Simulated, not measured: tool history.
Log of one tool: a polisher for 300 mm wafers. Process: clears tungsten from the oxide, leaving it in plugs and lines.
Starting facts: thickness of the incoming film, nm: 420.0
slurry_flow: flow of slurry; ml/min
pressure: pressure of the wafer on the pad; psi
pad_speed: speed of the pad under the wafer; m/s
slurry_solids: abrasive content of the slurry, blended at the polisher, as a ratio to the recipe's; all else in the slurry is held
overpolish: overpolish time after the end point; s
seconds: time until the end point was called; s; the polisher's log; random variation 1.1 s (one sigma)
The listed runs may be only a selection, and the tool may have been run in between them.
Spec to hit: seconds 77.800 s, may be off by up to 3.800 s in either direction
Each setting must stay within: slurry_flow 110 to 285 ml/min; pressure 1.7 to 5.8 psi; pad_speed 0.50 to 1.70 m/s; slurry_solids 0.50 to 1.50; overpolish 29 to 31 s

run    day  slurry_flow  pressure  pad_speed  slurry_solids  overpolish  seconds
  1  0.000          180       3.7       1.10           1.00          29  104.140
  2  0.162          180       3.2       1.10           1.00          29  125.640
  3  0.525          180       3.4       1.10           1.00          29  113.190
  4  0.721          180       3.4       1.10           0.80          29  122.720
  5  0.888          180       3.4       1.22           0.80          29  114.700
  6  1.038          180       3.4       1.22           0.80          29  112.730
  7  1.392          180       3.6       1.22           0.80          29  104.900
  8  1.425          185       4.6       1.24           0.80          29   83.337

Which single option among these 5 for the next run brings every result within its allowed miss of target? Just one does.
  A  1.458          205       4.5       1.44           0.60          29        ?
  B  1.458          220       4.7       1.12           0.70          29        ?
  C  1.458          175       4.5       1.12           0.90          29        ?
  D  1.458          240       4.6       1.16           0.75          29        ?
  E  1.458          245       4.7       1.14           0.85          29        ?

move  seconds
   A   77.155
   B   90.269
   C   89.902
   D   86.622
   E   83.410
A: every result within its allowed miss
B: its largest miss is bigger than the last run's
C: its largest miss is bigger than the last run's
D: its largest miss is bigger than the last run's
E: no nearer and no further than the last run
A meets every target.

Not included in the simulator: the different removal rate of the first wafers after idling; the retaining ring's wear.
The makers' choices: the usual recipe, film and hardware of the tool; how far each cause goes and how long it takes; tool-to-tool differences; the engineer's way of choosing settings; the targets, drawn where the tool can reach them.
